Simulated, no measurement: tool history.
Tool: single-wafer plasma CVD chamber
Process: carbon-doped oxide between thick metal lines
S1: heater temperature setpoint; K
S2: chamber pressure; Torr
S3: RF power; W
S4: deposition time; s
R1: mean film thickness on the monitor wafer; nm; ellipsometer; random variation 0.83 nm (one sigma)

{"run": 1, "hour": 0.0, "S1": 628.15, "S2": 6.09, "S3": 530, "S4": 101, "R1": 531.84}
{"run": 2, "hour": 3.8, "S1": 628.15, "S2": 6.78, "S3": 530, "S4": 101, "R1": 536.74}
{"run": 3, "hour": 9.3, "S1": 636.15, "S2": 5.77, "S3": 475, "S4": 99, "R1": 456.34}
{"run": 4, "hour": 12.3, "S1": 640.15, "S2": 5.34, "S3": 455, "S4": 99, "R1": 427.73}
{"run": 5, "hour": 16.3, "S1": 643.15, "S2": 4.93, "S3": 445, "S4": 99, "R1": 410.75}
{"run": 6, "hour": 24.1, "S1": 645.15, "S2": 4.6, "S3": 440, "S4": 99, "R1": 400.46}
{"run": 7, "hour": 25.1, "S1": 647.15, "S2": 4.35, "S3": 435, "S4": 99, "R1": 391.51}
{"run": 8, "hour": 29.2, "S1": 650.15, "S2": 3.75, "S3": 410, "S4": 99, "R1": 354.86}
{"run": 9, "hour": 33.7, "S1": 647.15, "S2": 3.84, "S3": 410, "S4": 99, "R1": 357.54}
{"run": 10, "hour": 34.5, "S1": 647.15, "S2": 4.03, "S3": 410, "S4": 99, "R1": 359.65}
{"run": 11, "hour": 41.6, "S1": 647.15, "S2": 4.22, "S3": 410, "S4": 99, "R1": 361.5}
{"run": 12, "hour": 48.8, "S1": 645.15, "S2": 4.38, "S3": 410, "S4": 99, "R1": 364.35}
{"run": 13, "hour": 54.2, "S1": 645.15, "S2": 4.38, "S3": 410, "S4": 99, "R1": 364.49}

Run 14 comes next. What will it give?
{"run": 14, "hour": 57.5, "S1": 645.15, "S2": 4.52, "S3": 410, "S4": 99, "R1": "?"}

R1: 366.64 nm

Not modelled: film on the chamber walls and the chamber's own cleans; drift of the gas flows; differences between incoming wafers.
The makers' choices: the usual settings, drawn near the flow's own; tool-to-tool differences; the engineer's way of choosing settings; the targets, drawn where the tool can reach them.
